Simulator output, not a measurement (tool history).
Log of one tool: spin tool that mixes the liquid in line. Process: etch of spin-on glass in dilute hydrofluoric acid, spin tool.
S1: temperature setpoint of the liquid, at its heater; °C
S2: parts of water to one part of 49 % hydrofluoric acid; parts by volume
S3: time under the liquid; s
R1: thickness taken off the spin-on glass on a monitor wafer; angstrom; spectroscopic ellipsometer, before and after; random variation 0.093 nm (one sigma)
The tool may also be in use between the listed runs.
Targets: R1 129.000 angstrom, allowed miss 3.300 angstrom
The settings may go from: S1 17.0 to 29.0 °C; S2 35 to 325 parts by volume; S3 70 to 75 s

run,day,S1,S2,S3,R1
1,0.000,21.0,180,70,106.790
2,0.033,21.0,245,70,75.405
3,0.325,21.0,245,75,79.714
4,0.358,21.0,245,70,74.771
5,0.642,21.0,265,70,66.935
6,1.000,21.0,200,70,95.819
7,1.046,22.5,200,70,101.820
8,1.100,23.5,200,70,106.790
9,1.375,27.5,200,70,122.130
10,1.646,28.0,200,70,124.440

4 next moves are on the table. One of them brings every result within its allowed miss. Which?
A,1.917,27.5,200,70,?
B,1.917,27.0,200,70,?
C,1.917,26.0,190,70,?
D,1.917,25.5,180,70,?

move,R1
A,122.360
B,120.190
C,123.440
D,129.400
A: further off than the last run
B: further off than the last run
C: further off than the last run
D: meets every target
Move D is the one to make.
